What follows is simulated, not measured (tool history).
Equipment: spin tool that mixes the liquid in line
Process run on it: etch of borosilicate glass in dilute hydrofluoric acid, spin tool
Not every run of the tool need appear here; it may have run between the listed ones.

run	hour	temperature setpoint of the liquid (°C)	parts of water to one part of 49 % hydrofluoric acid (parts by volume)	time under the liquid (s)	thickness taken off the borosilicate glass on a monitor wafer (Å)
1	0.0	25.0	195	195	498.66
2	0.7	25.0	195	210	538.59
3	2.9	25.0	195	195	503.92
4	5.1	25.0	195	195	499.91
5	8.4	22.5	195	195	454.67
6	16.2	21.5	195	195	437.22
7	17.4	21.0	195	195	432.91

Predict the results of run 8:
8	19.7	20.5	195	195	?

Run 8 gave thickness taken off the borosilicate glass on a monitor wafer (Å) 421.78.
